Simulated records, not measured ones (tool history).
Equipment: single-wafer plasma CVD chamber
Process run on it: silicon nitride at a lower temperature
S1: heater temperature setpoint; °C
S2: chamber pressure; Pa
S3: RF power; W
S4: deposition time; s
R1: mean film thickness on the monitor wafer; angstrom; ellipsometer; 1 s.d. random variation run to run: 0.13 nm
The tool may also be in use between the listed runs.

Run 1, hour 0: S1 345 °C, S2 237 Pa, S3 225 W, S4 22.9 s. Result: R1 237.82 angstrom.
Run 2, hour 5.7: S1 345 °C, S2 237 Pa, S3 235 W, S4 22.9 s. Result: R1 243.92 angstrom.
Run 3, hour 14.5: S1 345 °C, S2 252 Pa, S3 240 W, S4 22.9 s. Result: R1 250.23 angstrom.
Run 4, hour 16.1: S1 345 °C, S2 261 Pa, S3 245 W, S4 22.9 s. Result: R1 256.05 angstrom.
Run 5, hour 23.5: S1 345 °C, S2 271 Pa, S3 250 W, S4 22.9 s. Result: R1 261.74 angstrom.
Run 6, hour 27.9: S1 337 °C, S2 271 Pa, S3 250 W, S4 22.9 s. Result: R1 261.64 angstrom.

Estimate the outcome of run 7 from the log above:
Run 7, hour 30.6: S1 337 °C, S2 279 Pa, S3 255 W, S4 22.9 s. Result: R1 ?.

Logged for run 7: R1 267.77 angstrom.
